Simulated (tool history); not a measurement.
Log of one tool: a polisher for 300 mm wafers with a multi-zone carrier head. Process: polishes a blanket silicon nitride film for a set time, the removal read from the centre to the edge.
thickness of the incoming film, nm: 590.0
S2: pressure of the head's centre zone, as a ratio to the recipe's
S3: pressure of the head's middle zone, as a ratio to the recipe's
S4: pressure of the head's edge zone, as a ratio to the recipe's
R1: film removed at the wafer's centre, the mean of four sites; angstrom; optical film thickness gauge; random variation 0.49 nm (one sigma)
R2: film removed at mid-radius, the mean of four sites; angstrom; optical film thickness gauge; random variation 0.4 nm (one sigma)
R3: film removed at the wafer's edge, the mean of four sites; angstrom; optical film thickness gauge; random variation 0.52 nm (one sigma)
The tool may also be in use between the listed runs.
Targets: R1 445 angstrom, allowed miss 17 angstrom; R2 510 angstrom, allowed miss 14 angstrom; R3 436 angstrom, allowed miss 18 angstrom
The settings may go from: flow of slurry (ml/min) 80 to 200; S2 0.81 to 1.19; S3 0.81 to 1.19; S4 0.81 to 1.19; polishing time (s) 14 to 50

run 1 hour=0 | flow_of_slurry_(ml/min)=130 S2=1 S3=1 S4=1 polishing_time_(s)=32 | R1=795.74 R2=805.87 R3=771.61
run 2 hour=3.6 | flow_of_slurry_(ml/min)=130 S2=0.99 S3=1.01 S4=0.97 polishing_time_(s)=29 | R1=687.89 R2=733.35 R3=722.85
run 3 hour=4.1 | flow_of_slurry_(ml/min)=130 S2=0.99 S3=0.93 S4=0.97 polishing_time_(s)=29 | R1=712.65 R2=701.54 R3=699.02
run 4 hour=5.9 | flow_of_slurry_(ml/min)=130 S2=0.99 S3=0.88 S4=0.97 polishing_time_(s)=29 | R1=713.91 R2=674.77 R3=706.54
run 5 hour=13.2 | flow_of_slurry_(ml/min)=130 S2=0.99 S3=0.88 S4=0.97 polishing_time_(s)=35 | R1=851.53 R2=819.8 R3=852.08
run 6 hour=14.7 | flow_of_slurry_(ml/min)=155 S2=0.99 S3=0.88 S4=0.97 polishing_time_(s)=35 | R1=898.96 R2=841.08 R3=875.98
run 7 hour=23.1 | flow_of_slurry_(ml/min)=150 S2=0.99 S3=0.92 S4=0.94 polishing_time_(s)=32 | R1=806.52 R2=785.44 R3=781.54
run 8 hour=31.1 | flow_of_slurry_(ml/min)=125 S2=0.94 S3=1.02 S4=0.84 polishing_time_(s)=23 | R1=533.28 R2=585.23 R3=517.91
run 9 hour=39.7 | flow_of_slurry_(ml/min)=120 S2=0.94 S3=1.03 S4=0.83 polishing_time_(s)=22 | R1=501.85 R2=555.43 R3=486.26
run 10 hour=46.4 | flow_of_slurry_(ml/min)=115 S2=0.94 S3=1.04 S4=0.83 polishing_time_(s)=22 | R1=494.46 R2=546.65 R3=487.53
run 11 hour=51.9 | flow_of_slurry_(ml/min)=115 S2=0.94 S3=1.05 S4=0.83 polishing_time_(s)=22 | R1=503.5 R2=553.86 R3=484.87
run 12 hour=55.7 | flow_of_slurry_(ml/min)=115 S2=0.94 S3=1.05 S4=0.83 polishing_time_(s)=22 | R1=495.69 R2=561.52 R3=484.1
run 13 hour=64.2 | flow_of_slurry_(ml/min)=110 S2=0.94 S3=1.05 S4=0.83 polishing_time_(s)=22 | R1=479.84 R2=545.33 R3=489.63
run 14 hour=67.6 | flow_of_slurry_(ml/min)=110 S2=0.94 S3=1.05 S4=0.83 polishing_time_(s)=21 | R1=458.06 R2=527.1 R3=460.89

Which of these 4 next moves meets every target?
run A hour=71 | flow_of_slurry_(ml/min)=120 S2=0.97 S3=1.13 S4=0.88 polishing_time_(s)=19 | R1=? R2=? R3=?
run B hour=71 | flow_of_slurry_(ml/min)=110 S2=0.89 S3=1.05 S4=0.89 polishing_time_(s)=21 | R1=? R2=? R3=?
run C hour=71 | flow_of_slurry_(ml/min)=105 S2=0.96 S3=0.99 S4=0.83 polishing_time_(s)=20 | R1=? R2=? R3=?
run D hour=71 | flow_of_slurry_(ml/min)=85 S2=0.96 S3=1.17 S4=0.83 polishing_time_(s)=19 | R1=? R2=? R3=?

move=A R1=447.96 R2=515.28 R3=438.23
move=B R1=443.8 R2=532.51 R3=480.71
move=C R1=450.37 R2=482.94 R3=440.62
move=D R1=401.98 R2=484.28 R3=402.66
A: meets every target
B: further off than the last run
C: brings the result that was furthest off to its target, and leaves another outside
D: takes the result that was furthest off past its target
Answer: A
